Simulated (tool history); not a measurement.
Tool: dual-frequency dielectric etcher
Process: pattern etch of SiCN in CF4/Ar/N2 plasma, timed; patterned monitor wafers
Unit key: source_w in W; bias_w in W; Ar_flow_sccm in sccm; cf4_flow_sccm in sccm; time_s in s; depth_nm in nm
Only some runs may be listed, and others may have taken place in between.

{"run": 1, "hour": 0.0, "source_w": 510, "bias_w": 58, "Ar_flow_sccm": 137, "cf4_flow_sccm": 73, "time_s": 91.5, "depth_nm": 77.196}
{"run": 2, "hour": 0.6, "source_w": 470, "bias_w": 57, "Ar_flow_sccm": 137, "cf4_flow_sccm": 73, "time_s": 91.5, "depth_nm": 71.787}
{"run": 3, "hour": 8.2, "source_w": 470, "bias_w": 57, "Ar_flow_sccm": 137, "cf4_flow_sccm": 73, "time_s": 83.5, "depth_nm": 65.422}
{"run": 4, "hour": 12.5, "source_w": 460, "bias_w": 57, "Ar_flow_sccm": 137, "cf4_flow_sccm": 73, "time_s": 83.5, "depth_nm": 64.296}
{"run": 5, "hour": 16.6, "source_w": 450, "bias_w": 57, "Ar_flow_sccm": 137, "cf4_flow_sccm": 73, "time_s": 83.5, "depth_nm": 63.028}
{"run": 6, "hour": 19.6, "source_w": 520, "bias_w": 57, "Ar_flow_sccm": 137, "cf4_flow_sccm": 73, "time_s": 83.5, "depth_nm": 70.818}

Predict the results of run 7:
{"run": 7, "hour": 26.2, "source_w": 490, "bias_w": 57, "Ar_flow_sccm": 137, "cf4_flow_sccm": 73, "time_s": 83.5, "depth_nm": "?"}

{"run 7": {"depth_nm": 68.254}}
